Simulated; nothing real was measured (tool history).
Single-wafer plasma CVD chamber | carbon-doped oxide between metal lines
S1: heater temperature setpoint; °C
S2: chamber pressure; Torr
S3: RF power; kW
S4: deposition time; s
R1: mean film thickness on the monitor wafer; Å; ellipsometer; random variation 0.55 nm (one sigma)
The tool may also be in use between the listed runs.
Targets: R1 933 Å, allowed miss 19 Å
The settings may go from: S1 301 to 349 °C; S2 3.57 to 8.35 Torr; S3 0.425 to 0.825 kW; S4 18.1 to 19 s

run 1 hour=0 | S1=325 S2=5.96 S3=0.625 S4=19 | R1=1232.8
run 2 hour=6.7 | S1=325 S2=5.96 S3=0.625 S4=19 | R1=1244.5
run 3 hour=11.8 | S1=325 S2=5.03 S3=0.625 S4=19 | R1=1222.8
run 4 hour=15.6 | S1=325 S2=4.67 S3=0.625 S4=19 | R1=1219.7
run 5 hour=23 | S1=329 S2=4.53 S3=0.57 S4=18.8 | R1=1087.2
run 6 hour=28.4 | S1=333 S2=4.37 S3=0.56 S4=18.8 | R1=1064.6
run 7 hour=29.3 | S1=336 S2=4.22 S3=0.54 S4=18.8 | R1=1001.3
run 8 hour=32.6 | S1=339 S2=4.14 S3=0.54 S4=18.8 | R1=1008
run 9 hour=35 | S1=340 S2=4.02 S3=0.53 S4=18.8 | R1=982.08

Which of these 4 next moves meets every target?
run A hour=37.4 | S1=336 S2=3.72 S3=0.565 S4=19 | R1=?
run B hour=37.4 | S1=341 S2=3.82 S3=0.495 S4=18.2 | R1=?
run C hour=37.4 | S1=343 S2=4.55 S3=0.525 S4=18.1 | R1=?
run D hour=37.4 | S1=347 S2=4.07 S3=0.505 S4=18.1 | R1=?

move=A R1=1047.8
move=B R1=877.72
move=C R1=931.67
move=D R1=879.78
A: further off than the last run
B: takes the result that was furthest off past its target
C: meets every target
D: takes the result that was furthest off past its target
Answer: C
